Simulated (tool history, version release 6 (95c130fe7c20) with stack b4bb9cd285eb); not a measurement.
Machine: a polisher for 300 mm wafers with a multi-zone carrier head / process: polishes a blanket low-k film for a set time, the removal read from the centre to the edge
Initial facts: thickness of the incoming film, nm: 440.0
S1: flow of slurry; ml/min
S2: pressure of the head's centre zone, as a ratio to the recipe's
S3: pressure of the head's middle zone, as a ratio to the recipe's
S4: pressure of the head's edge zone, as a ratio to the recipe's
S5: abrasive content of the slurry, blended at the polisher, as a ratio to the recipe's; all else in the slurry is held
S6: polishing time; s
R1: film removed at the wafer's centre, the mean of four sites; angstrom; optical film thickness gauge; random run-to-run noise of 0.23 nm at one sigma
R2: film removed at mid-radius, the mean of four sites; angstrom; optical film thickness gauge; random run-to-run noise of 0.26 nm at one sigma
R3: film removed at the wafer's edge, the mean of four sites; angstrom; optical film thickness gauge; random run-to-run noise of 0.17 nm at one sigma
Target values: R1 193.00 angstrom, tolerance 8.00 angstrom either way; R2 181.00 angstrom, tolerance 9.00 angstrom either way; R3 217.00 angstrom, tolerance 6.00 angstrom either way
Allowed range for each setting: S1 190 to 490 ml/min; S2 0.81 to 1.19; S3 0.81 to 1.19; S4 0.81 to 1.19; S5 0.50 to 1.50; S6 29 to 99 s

run 1 hour=0.0 | S1=315 S2=1.00 S3=1.00 S4=1.00 S5=1.00 S6=64 | R1=251.66 R2=262.45 R3=248.45
run 2 hour=6.1 | S1=395 S2=1.00 S3=1.00 S4=1.00 S5=1.00 S6=64 | R1=258.48 R2=263.29 R3=250.79
run 3 hour=14.4 | S1=395 S2=0.99 S3=0.97 S4=1.02 S5=0.95 S6=64 | R1=254.43 R2=252.10 R3=248.71
run 4 hour=20.8 | S1=395 S2=0.99 S3=0.97 S4=1.02 S5=0.80 S6=64 | R1=233.19 R2=229.61 R3=225.64
run 5 hour=23.6 | S1=395 S2=0.97 S3=0.95 S4=1.04 S5=0.80 S6=64 | R1=223.52 R2=225.12 R3=230.19
run 6 hour=27.0 | S1=395 S2=0.97 S3=0.95 S4=1.04 S5=0.80 S6=52 | R1=182.59 R2=181.97 R3=183.80
run 7 hour=35.3 | S1=395 S2=0.97 S3=0.94 S4=1.06 S5=0.80 S6=52 | R1=181.03 R2=180.12 R3=186.22
run 8 hour=39.8 | S1=395 S2=0.97 S3=0.94 S4=1.06 S5=0.80 S6=52 | R1=181.40 R2=179.35 R3=189.10
run 9 hour=46.7 | S1=395 S2=0.97 S3=0.94 S4=1.08 S5=0.80 S6=52 | R1=179.84 R2=176.34 R3=186.95
run 10 hour=47.5 | S1=385 S2=0.91 S3=0.84 S4=1.16 S5=1.05 S6=53 | R1=201.43 R2=204.16 R3=229.78
run 11 hour=50.5 | S1=385 S2=0.91 S3=0.84 S4=1.16 S5=1.05 S6=53 | R1=202.00 R2=197.80 R3=228.23
run 12 hour=57.7 | S1=380 S2=0.92 S3=0.82 S4=1.17 S5=1.00 S6=53 | R1=197.46 R2=187.51 R3=224.61
run 13 hour=65.4 | S1=375 S2=0.92 S3=0.81 S4=1.15 S5=1.00 S6=53 | R1=197.72 R2=190.91 R3=223.46

Exercise: of the 5 proposed moves below, exactly one satisfies all targets within the stated allowed misses. Which move is it?
run A hour=73.1 | S1=345 S2=0.85 S3=0.82 S4=1.19 S5=0.95 S6=52 | R1=? R2=? R3=?
run B hour=73.1 | S1=440 S2=0.92 S3=0.81 S4=1.17 S5=0.75 S6=60 | R1=? R2=? R3=?
run C hour=73.1 | S1=435 S2=0.81 S3=0.85 S4=1.16 S5=1.35 S6=47 | R1=? R2=? R3=?
run D hour=73.1 | S1=310 S2=0.92 S3=0.87 S4=1.10 S5=1.05 S6=53 | R1=? R2=? R3=?
run E hour=73.1 | S1=345 S2=0.96 S3=0.93 S4=1.08 S5=1.00 S6=53 | R1=? R2=? R3=?

move=A R1=171.44 R2=181.21 R3=215.25
move=B R1=190.39 R2=183.97 R3=217.65
move=C R1=177.39 R2=201.05 R3=229.55
move=D R1=197.28 R2=200.03 R3=220.82
move=E R1=203.05 R2=205.71 R3=215.00
A: brings the result that was furthest off to its target, and leaves another outside
B: every result within its allowed miss
C: further off than the last run
D: further off than the last run
E: further off than the last run
The move that meets every target is B.
